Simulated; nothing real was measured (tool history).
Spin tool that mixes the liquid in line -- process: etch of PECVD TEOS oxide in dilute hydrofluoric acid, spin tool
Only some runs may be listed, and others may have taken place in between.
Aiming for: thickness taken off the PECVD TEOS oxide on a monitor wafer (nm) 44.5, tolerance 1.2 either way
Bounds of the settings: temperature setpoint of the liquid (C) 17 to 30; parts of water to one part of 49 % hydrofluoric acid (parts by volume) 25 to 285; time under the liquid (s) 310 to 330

| run | day | temperature setpoint of the liquid (C) | parts of water to one part of 49 % hydrofluoric acid (parts by volume) | time under the liquid (s) | thickness taken off the PECVD TEOS oxide on a monitor wafer (nm) |
|---|---|---|---|---|---|
| 1 | 0 | 22 | 155 | 310 | 18.438 |
| 2 | 0.279 | 22 | 200 | 310 | 13.704 |
| 3 | 0.592 | 23.5 | 170 | 310 | 17.47 |
| 4 | 0.646 | 24.5 | 145 | 310 | 21.916 |
| 5 | 0.808 | 25.5 | 130 | 310 | 25.896 |
|  | 0.862 | hydrofluoric acid flow meter replaced |
| 6 | 0.862 | 26.5 | 120 | 310 | 26.734 |
| 7 | 1.112 | 27 | 105 | 310 | 31.726 |
| 8 | 1.233 | 27.5 | 100 | 310 | 33.901 |

Below are 4 possible settings for the next run. Only one of them brings all results inside the allowed miss of their targets. Which is it?
| A | 1.354 | 30 | 105 | 330 | ? |
| B | 1.354 | 29.5 | 130 | 310 | ? |
| C | 1.354 | 30 | 85 | 330 | ? |
| D | 1.354 | 30 | 90 | 330 | ? |

| move | thickness taken off the PECVD TEOS oxide on a monitor wafer (nm) |
|---|---|
| A | 37.763 |
| B | 27.182 |
| C | 47.997 |
| D | 45.004 |
A: nearer than the last run, and not there yet
B: its largest miss is bigger than the last run's
C: takes the biggest miss from the last run beyond its target
D: every result within its allowed miss
The move that meets every target is D.

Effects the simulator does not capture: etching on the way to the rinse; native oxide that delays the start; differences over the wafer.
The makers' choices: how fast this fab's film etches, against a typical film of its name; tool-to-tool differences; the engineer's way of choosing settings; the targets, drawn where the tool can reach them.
